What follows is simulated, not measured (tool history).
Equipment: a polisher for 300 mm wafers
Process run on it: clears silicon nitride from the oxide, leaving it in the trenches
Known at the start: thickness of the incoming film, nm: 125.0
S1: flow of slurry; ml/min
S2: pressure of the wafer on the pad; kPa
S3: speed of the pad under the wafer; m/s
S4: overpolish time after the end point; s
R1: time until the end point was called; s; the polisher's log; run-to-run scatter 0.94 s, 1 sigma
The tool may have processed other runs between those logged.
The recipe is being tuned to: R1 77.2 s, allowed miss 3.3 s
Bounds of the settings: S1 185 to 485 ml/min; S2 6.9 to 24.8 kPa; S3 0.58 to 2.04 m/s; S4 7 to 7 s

| run | hour | S1 | S2 | S3 | S4 | R1 |
|---|---|---|---|---|---|---|
| 1 | 0 | 310 | 15.9 | 1.3 | 7 | 128.6 |
| 2 | 7.3 | 310 | 15.9 | 1.62 | 7 | 102.86 |
| 3 | 13.7 | 310 | 16.5 | 1.62 | 7 | 100.92 |
| 4 | 21.1 | 310 | 18.6 | 1.62 | 7 | 94.46 |
| 5 | 28.6 | 310 | 19.3 | 1.62 | 7 | 91.239 |
| 6 | 31.2 | 375 | 19.3 | 1.62 | 7 | 90.525 |
| 7 | 32.2 | 375 | 20 | 1.62 | 7 | 87.712 |
| 8 | 40.4 | 375 | 20.7 | 1.62 | 7 | 84.332 |

Next run, 5 choices. One meets every target within its allowed miss, the rest don't. Which?
| A | 48.6 | 450 | 23.4 | 1.38 | 7 | ? |
| B | 48.6 | 360 | 20.7 | 1.54 | 7 | ? |
| C | 48.6 | 355 | 19.3 | 1.6 | 7 | ? |
| D | 48.6 | 355 | 20 | 1.52 | 7 | ? |
| E | 48.6 | 360 | 24.8 | 1.54 | 7 | ? |

| move | R1 |
|---|---|
| A | 89.188 |
| B | 89.104 |
| C | 90.264 |
| D | 92.557 |
| E | 77.88 |
A: misses by more than the last run did
B: misses by more than the last run did
C: misses by more than the last run did
D: misses by more than the last run did
E: all results in spec
Go with E: it meets all targets.
